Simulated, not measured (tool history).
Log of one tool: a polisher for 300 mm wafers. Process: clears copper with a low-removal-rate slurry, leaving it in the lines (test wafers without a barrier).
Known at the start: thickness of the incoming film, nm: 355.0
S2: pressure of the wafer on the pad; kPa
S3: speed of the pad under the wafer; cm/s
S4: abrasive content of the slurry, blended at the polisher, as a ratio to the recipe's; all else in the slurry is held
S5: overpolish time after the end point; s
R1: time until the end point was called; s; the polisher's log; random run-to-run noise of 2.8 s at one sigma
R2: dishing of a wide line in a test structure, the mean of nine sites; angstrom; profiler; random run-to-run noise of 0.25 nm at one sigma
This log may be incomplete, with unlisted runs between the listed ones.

Run 1, day 0.000: flow of slurry (ml/min) 280, S2 25.5 kPa, S3 104 cm/s, S4 1.0, S5 11 s. Result: R1 82.402 s, R2 182.64 angstrom.
Run 2, day 0.233: flow of slurry (ml/min) 280, S2 25.5 kPa, S3 88 cm/s, S4 1.0, S5 11 s. Result: R1 96.602 s, R2 173.83 angstrom.
Run 3, day 0.475: flow of slurry (ml/min) 280, S2 23.4 kPa, S3 88 cm/s, S4 1.0, S5 11 s. Result: R1 107.160 s, R2 162.98 angstrom.
Run 4, day 0.546: flow of slurry (ml/min) 280, S2 22.1 kPa, S3 88 cm/s, S4 1.0, S5 11 s. Result: R1 111.550 s, R2 157.59 angstrom.
Run 5, day 0.883: flow of slurry (ml/min) 280, S2 20.7 kPa, S3 88 cm/s, S4 1.0, S5 11 s. Result: R1 122.380 s, R2 154.14 angstrom.
Run 6, day 1.046: flow of slurry (ml/min) 280, S2 20.0 kPa, S3 88 cm/s, S4 1.0, S5 11 s. Result: R1 128.400 s, R2 148.54 angstrom.
Run 7, day 1.412: flow of slurry (ml/min) 280, S2 19.3 kPa, S3 88 cm/s, S4 1.0, S5 11 s. Result: R1 130.820 s, R2 150.63 angstrom.

What does the tool deliver on the next run?
Run 8, day 1.788: flow of slurry (ml/min) 280, S2 16.5 kPa, S3 86 cm/s, S4 1.0, S5 10 s. Result: R1 ?, R2 ?.

Run 8 gave R1 151.760 s, R2 122.08 angstrom.
